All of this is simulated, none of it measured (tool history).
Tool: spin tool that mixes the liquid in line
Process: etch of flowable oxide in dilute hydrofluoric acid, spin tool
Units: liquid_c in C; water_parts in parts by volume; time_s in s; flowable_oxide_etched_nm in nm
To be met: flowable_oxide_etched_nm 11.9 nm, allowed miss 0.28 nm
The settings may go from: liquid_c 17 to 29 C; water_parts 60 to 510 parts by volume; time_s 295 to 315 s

run 1 hour=0 | liquid_c=21 water_parts=285 time_s=295 | flowable_oxide_etched_nm=18.763
run 2 hour=1.1 | liquid_c=21 water_parts=220 time_s=295 | flowable_oxide_etched_nm=25.862
run 3 hour=3.1 | liquid_c=20 water_parts=250 time_s=295 | flowable_oxide_etched_nm=21.279
run 4 hour=6.8 | liquid_c=23 water_parts=250 time_s=295 | flowable_oxide_etched_nm=23.797
run 5 hour=13.2 | liquid_c=20.5 water_parts=250 time_s=295 | flowable_oxide_etched_nm=21.6
run 6 hour=14.1 | liquid_c=20 water_parts=270 time_s=295 | flowable_oxide_etched_nm=19.37
run 7 hour=22.1 | liquid_c=19.5 water_parts=285 time_s=295 | flowable_oxide_etched_nm=17.786
run 8 hour=25.2 | liquid_c=19 water_parts=300 time_s=295 | flowable_oxide_etched_nm=16.396
run 9 hour=27.4 | liquid_c=18.5 water_parts=310 time_s=295 | flowable_oxide_etched_nm=15.432
run 10 hour=28.3 | liquid_c=18.5 water_parts=310 time_s=295 | flowable_oxide_etched_nm=15.302
run 11 hour=35.6 | liquid_c=18 water_parts=320 time_s=295 | flowable_oxide_etched_nm=14.44
run 12 hour=40.3 | liquid_c=18 water_parts=330 time_s=295 | flowable_oxide_etched_nm=13.929

4 next moves are on the table. One of them brings every result within its allowed miss. Which?
run A hour=45 | liquid_c=17.5 water_parts=350 time_s=295 | flowable_oxide_etched_nm=?
run B hour=45 | liquid_c=17 water_parts=345 time_s=295 | flowable_oxide_etched_nm=?
run C hour=45 | liquid_c=17.5 water_parts=355 time_s=295 | flowable_oxide_etched_nm=?
run D hour=45 | liquid_c=17 water_parts=360 time_s=295 | flowable_oxide_etched_nm=?

move=A flowable_oxide_etched_nm=12.685
move=B flowable_oxide_etched_nm=12.685
move=C flowable_oxide_etched_nm=12.456
move=D flowable_oxide_etched_nm=12.011
A: nearer than the last run, and not there yet
B: nearer than the last run, and not there yet
C: nearer than the last run, and not there yet
D: meets every target
Answer: D
